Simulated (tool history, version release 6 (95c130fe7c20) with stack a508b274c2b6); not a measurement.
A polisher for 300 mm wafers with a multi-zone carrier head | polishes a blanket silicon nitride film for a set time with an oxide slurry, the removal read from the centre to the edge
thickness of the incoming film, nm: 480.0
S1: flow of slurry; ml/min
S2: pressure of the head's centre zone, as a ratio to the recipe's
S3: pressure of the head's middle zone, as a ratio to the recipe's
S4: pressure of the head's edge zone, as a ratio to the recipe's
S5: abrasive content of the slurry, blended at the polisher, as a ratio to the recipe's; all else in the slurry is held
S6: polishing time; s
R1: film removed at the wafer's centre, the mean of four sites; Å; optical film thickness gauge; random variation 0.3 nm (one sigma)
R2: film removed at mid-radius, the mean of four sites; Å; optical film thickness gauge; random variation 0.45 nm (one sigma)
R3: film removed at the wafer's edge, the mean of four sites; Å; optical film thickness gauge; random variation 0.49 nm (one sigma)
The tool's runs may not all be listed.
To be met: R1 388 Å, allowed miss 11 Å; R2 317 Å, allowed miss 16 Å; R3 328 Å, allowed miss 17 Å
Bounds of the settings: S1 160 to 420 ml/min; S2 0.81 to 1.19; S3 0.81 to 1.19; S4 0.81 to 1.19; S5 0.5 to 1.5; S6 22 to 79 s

| run | day | S1 | S2 | S3 | S4 | S5 | S6 | R1 | R2 | R3 |
|---|---|---|---|---|---|---|---|---|---|---|
| 1 | 0 | 270 | 1 | 1 | 1 | 1 | 50 | 518.64 | 534.25 | 519.41 |
| 2 | 0.125 | 270 | 1 | 1 | 1.04 | 1 | 50 | 525.04 | 544.77 | 539.13 |
| 3 | 0.283 | 320 | 1 | 1 | 1.04 | 1 | 50 | 527.8 | 540.77 | 539.34 |
| 4 | 0.575 | 320 | 1 | 1 | 1.04 | 1 | 43 | 445.9 | 464.24 | 455.67 |
| 5 | 0.646 | 255 | 1 | 1 | 1.04 | 1 | 43 | 442.51 | 461.81 | 470.87 |
| 6 | 0.671 | 255 | 1 | 1 | 1.09 | 1 | 43 | 437.24 | 461.34 | 467.01 |
| 7 | 0.838 | 270 | 1.03 | 0.99 | 1.06 | 0.9 | 42 | 420.67 | 421.39 | 430.47 |
| 8 | 0.879 | 280 | 1.05 | 0.98 | 1.03 | 0.85 | 42 | 418.17 | 396.51 | 397.14 |
| 9 | 1.121 | 285 | 1.05 | 0.96 | 1.01 | 0.8 | 42 | 401.01 | 380.37 | 377.59 |
| 10 | 1.446 | 285 | 1.05 | 0.96 | 1.01 | 0.8 | 42 | 407.33 | 378.6 | 372.57 |
| 11 | 1.483 | 285 | 1.05 | 0.93 | 1 | 0.8 | 42 | 402.88 | 362.28 | 384.66 |
| 12 | 1.579 | 290 | 1.06 | 0.92 | 0.98 | 0.75 | 42 | 383.57 | 349.09 | 366.98 |
| 13 | 1.646 | 290 | 1.08 | 0.92 | 0.97 | 0.75 | 42 | 389.57 | 348.91 | 366 |

Which of these 4 next moves meets every target?
| A | 1.712 | 280 | 1.18 | 1.14 | 1.04 | 0.8 | 36 | ? | ? | ? |
| B | 1.712 | 310 | 1.03 | 0.91 | 1.02 | 0.9 | 38 | ? | ? | ? |
| C | 1.712 | 280 | 1.15 | 0.9 | 0.93 | 0.65 | 44 | ? | ? | ? |
| D | 1.712 | 380 | 1.01 | 0.87 | 1.12 | 0.85 | 40 | ? | ? | ? |

| move | R1 | R2 | R3 |
|---|---|---|---|
| A | 385.4 | 373.43 | 341.14 |
| B | 387.04 | 355.9 | 389.79 |
| C | 388.89 | 317.27 | 336.48 |
| D | 391.43 | 353.23 | 419.42 |
A: brings the result that was furthest off to its target, and leaves another outside
B: further off than the last run
C: meets every target
D: further off than the last run
The right move is C.
